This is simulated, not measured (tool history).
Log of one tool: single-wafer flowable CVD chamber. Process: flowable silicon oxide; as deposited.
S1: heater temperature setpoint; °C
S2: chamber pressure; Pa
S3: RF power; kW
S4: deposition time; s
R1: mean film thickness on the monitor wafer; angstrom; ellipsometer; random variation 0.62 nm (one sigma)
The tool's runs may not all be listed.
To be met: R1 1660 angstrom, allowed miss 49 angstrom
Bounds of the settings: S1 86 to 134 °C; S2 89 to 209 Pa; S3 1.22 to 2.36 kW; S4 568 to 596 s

Run 1, day 0: S1 110 °C, S2 149 Pa, S3 1.79 kW, S4 596 s. Result: R1 3661.6 angstrom.
Run 2, day 0.338: S1 112 °C, S2 149 Pa, S3 1.79 kW, S4 596 s. Result: R1 3477.5 angstrom.
Run 3, day 0.512: S1 112 °C, S2 149 Pa, S3 2.005 kW, S4 596 s. Result: R1 3560.7 angstrom.
Run 4, day 0.85: S1 114 °C, S2 148 Pa, S3 2.005 kW, S4 596 s. Result: R1 3312.8 angstrom.
Run 5, day 1.104: S1 116 °C, S2 147 Pa, S3 2.005 kW, S4 596 s. Result: R1 3091.3 angstrom.
Run 6, day 1.221: S1 116 °C, S2 147 Pa, S3 2.005 kW, S4 596 s. Result: R1 3110.8 angstrom.
Run 7, day 1.367: S1 118 °C, S2 145 Pa, S3 2.005 kW, S4 596 s. Result: R1 2914.8 angstrom.
Run 8, day 1.571: S1 120 °C, S2 144 Pa, S3 2.005 kW, S4 596 s. Result: R1 2755.2 angstrom.
Run 9, day 1.908: S1 132 °C, S2 129 Pa, S3 1.985 kW, S4 594 s. Result: R1 1849.5 angstrom.
Run 10, day 1.992: S1 132 °C, S2 128 Pa, S3 1.985 kW, S4 594 s. Result: R1 1841.6 angstrom.
Run 11, day 2.067: S1 132 °C, S2 127 Pa, S3 1.985 kW, S4 594 s. Result: R1 1824 angstrom.
Run 12, day 2.196: S1 132 °C, S2 125 Pa, S3 1.985 kW, S4 594 s. Result: R1 1795.3 angstrom.
Run 13, day 2.279: S1 133 °C, S2 123 Pa, S3 1.98 kW, S4 593 s. Result: R1 1714.3 angstrom.

4 next moves are on the table. One of them brings every result within its allowed miss. Which?
Run A, day 2.362: S1 130 °C, S2 121 Pa, S3 1.99 kW, S4 590 s. Result: R1 ?.
Run B, day 2.362: S1 131 °C, S2 125 Pa, S3 1.895 kW, S4 585 s. Result: R1 ?.
Run C, day 2.362: S1 128 °C, S2 108 Pa, S3 2.04 kW, S4 579 s. Result: R1 ?.
Run D, day 2.362: S1 128 °C, S2 113 Pa, S3 1.925 kW, S4 596 s. Result: R1 ?.

move      R1
   A  1820.7
   B  1809.8
   C  1668.7
   D  1786.8
A: further off than the last run
B: further off than the last run
C: meets every target
D: further off than the last run
Move C is the one to make.
